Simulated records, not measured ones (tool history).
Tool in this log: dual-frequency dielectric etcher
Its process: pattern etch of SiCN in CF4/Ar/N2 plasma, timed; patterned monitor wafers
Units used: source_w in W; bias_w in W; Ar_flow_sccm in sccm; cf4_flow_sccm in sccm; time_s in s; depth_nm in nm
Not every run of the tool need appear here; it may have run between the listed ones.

run 1 hour=0.0 | source_w=330 bias_w=71 Ar_flow_sccm=105 cf4_flow_sccm=58 time_s=52.5 | depth_nm=32.739
run 2 hour=1.1 | source_w=330 bias_w=71 Ar_flow_sccm=105 cf4_flow_sccm=64 time_s=52.5 | depth_nm=33.574
run 3 hour=3.9 | source_w=330 bias_w=71 Ar_flow_sccm=105 cf4_flow_sccm=64 time_s=52.5 | depth_nm=33.868
run 4 hour=9.4 | source_w=310 bias_w=67 Ar_flow_sccm=107 cf4_flow_sccm=63 time_s=52.5 | depth_nm=30.512
run 5 hour=14.8 | source_w=310 bias_w=74 Ar_flow_sccm=107 cf4_flow_sccm=63 time_s=52.5 | depth_nm=31.994
run 6 hour=18.9 | source_w=290 bias_w=71 Ar_flow_sccm=108 cf4_flow_sccm=63 time_s=52.5 | depth_nm=29.031
run 7 hour=21.6 | source_w=270 bias_w=70 Ar_flow_sccm=109 cf4_flow_sccm=63 time_s=52.5 | depth_nm=26.785

For run 8, what comes out?
run 8 hour=29.1 | source_w=260 bias_w=69 Ar_flow_sccm=109 cf4_flow_sccm=63 time_s=52.5 | depth_nm=?

{"run 8": {"depth_nm": 25.521}}

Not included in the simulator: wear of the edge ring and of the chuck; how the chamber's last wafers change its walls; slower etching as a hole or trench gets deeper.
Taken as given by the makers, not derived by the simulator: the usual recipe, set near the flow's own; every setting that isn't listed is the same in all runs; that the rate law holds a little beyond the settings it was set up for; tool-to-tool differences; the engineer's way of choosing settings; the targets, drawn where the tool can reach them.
